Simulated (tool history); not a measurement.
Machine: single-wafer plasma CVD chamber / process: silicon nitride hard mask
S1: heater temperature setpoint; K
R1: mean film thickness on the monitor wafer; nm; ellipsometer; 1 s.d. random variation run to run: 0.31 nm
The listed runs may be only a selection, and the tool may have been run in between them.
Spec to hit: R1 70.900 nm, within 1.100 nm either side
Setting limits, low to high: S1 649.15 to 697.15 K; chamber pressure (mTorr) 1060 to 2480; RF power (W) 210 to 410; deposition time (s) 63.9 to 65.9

run 1 day=0.000 | S1=673.15 chamber_pressure_(mTorr)=1770 RF_power_(W)=310 deposition_time_(s)=63.9 | R1=82.827
run 2 day=0.292 | S1=673.15 chamber_pressure_(mTorr)=1770 RF_power_(W)=280 deposition_time_(s)=63.9 | R1=79.070
run 3 day=0.625 | S1=673.15 chamber_pressure_(mTorr)=1770 RF_power_(W)=310 deposition_time_(s)=63.9 | R1=82.667
run 4 day=0.704 | S1=673.15 chamber_pressure_(mTorr)=1770 RF_power_(W)=310 deposition_time_(s)=65.9 | R1=85.276
run 5 day=0.908 | S1=665.15 chamber_pressure_(mTorr)=1770 RF_power_(W)=310 deposition_time_(s)=65.9 | R1=86.125
run 6 day=1.112 | S1=665.15 chamber_pressure_(mTorr)=1890 RF_power_(W)=310 deposition_time_(s)=65.9 | R1=86.542
run 7 day=1.179 | S1=665.15 chamber_pressure_(mTorr)=1840 RF_power_(W)=300 deposition_time_(s)=65.8 | R1=85.016
run 8 day=1.246 | S1=665.15 chamber_pressure_(mTorr)=1780 RF_power_(W)=290 deposition_time_(s)=65.7 | R1=81.867
run 9 day=1.308 | S1=665.15 chamber_pressure_(mTorr)=1710 RF_power_(W)=285 deposition_time_(s)=65.7 | R1=81.476
run 10 day=1.608 | S1=665.15 chamber_pressure_(mTorr)=1670 RF_power_(W)=280 deposition_time_(s)=65.6 | R1=80.126
-- day=1.958 thermocouple changed; heater temperature recalibrated
run 11 day=1.958 | S1=665.15 chamber_pressure_(mTorr)=1620 RF_power_(W)=275 deposition_time_(s)=65.6 | R1=78.384
run 12 day=2.138 | S1=665.15 chamber_pressure_(mTorr)=1570 RF_power_(W)=275 deposition_time_(s)=65.6 | R1=77.874
run 13 day=2.275 | S1=665.15 chamber_pressure_(mTorr)=1570 RF_power_(W)=275 deposition_time_(s)=65.6 | R1=78.124
run 14 day=2.342 | S1=665.15 chamber_pressure_(mTorr)=1530 RF_power_(W)=270 deposition_time_(s)=65.6 | R1=76.164
run 15 day=2.692 | S1=665.15 chamber_pressure_(mTorr)=1490 RF_power_(W)=270 deposition_time_(s)=65.6 | R1=76.524
run 16 day=2.979 | S1=665.15 chamber_pressure_(mTorr)=1450 RF_power_(W)=270 deposition_time_(s)=65.6 | R1=75.742
run 17 day=3.029 | S1=665.15 chamber_pressure_(mTorr)=1410 RF_power_(W)=270 deposition_time_(s)=65.6 | R1=74.916
run 18 day=3.146 | S1=665.15 chamber_pressure_(mTorr)=1380 RF_power_(W)=270 deposition_time_(s)=65.6 | R1=75.210
run 19 day=3.379 | S1=665.15 chamber_pressure_(mTorr)=1380 RF_power_(W)=270 deposition_time_(s)=65.6 | R1=74.628
run 20 day=3.671 | S1=665.15 chamber_pressure_(mTorr)=1350 RF_power_(W)=270 deposition_time_(s)=65.6 | R1=73.985
run 21 day=4.004 | S1=665.15 chamber_pressure_(mTorr)=1330 RF_power_(W)=270 deposition_time_(s)=65.6 | R1=74.243
run 22 day=4.075 | S1=665.15 chamber_pressure_(mTorr)=1300 RF_power_(W)=270 deposition_time_(s)=65.6 | R1=73.686
run 23 day=4.200 | S1=665.15 chamber_pressure_(mTorr)=1280 RF_power_(W)=270 deposition_time_(s)=65.6 | R1=73.835
run 24 day=4.300 | S1=665.15 chamber_pressure_(mTorr)=1260 RF_power_(W)=270 deposition_time_(s)=65.6 | R1=73.773

5 candidate next runs follow, results not yet known. Just one meets every target within its allowed miss. Identify it.
run A day=4.400 | S1=664.15 chamber_pressure_(mTorr)=1160 RF_power_(W)=290 deposition_time_(s)=64.4 | R1=?
run B day=4.400 | S1=671.15 chamber_pressure_(mTorr)=1180 RF_power_(W)=280 deposition_time_(s)=65.8 | R1=?
run C day=4.400 | S1=665.15 chamber_pressure_(mTorr)=1520 RF_power_(W)=240 deposition_time_(s)=65.9 | R1=?
run D day=4.400 | S1=655.15 chamber_pressure_(mTorr)=1190 RF_power_(W)=285 deposition_time_(s)=65.9 | R1=?
run E day=4.400 | S1=657.15 chamber_pressure_(mTorr)=1260 RF_power_(W)=260 deposition_time_(s)=63.9 | R1=?

move=A R1=73.249
move=B R1=73.629
move=C R1=72.513
move=D R1=74.989
move=E R1=70.362
A: nearer the targets than the last run, but a result is still out of spec
B: nearer the targets than the last run, but a result is still out of spec
C: nearer the targets than the last run, but a result is still out of spec
D: further off than the last run
E: each result inside its tolerance
Move E is the one to make.
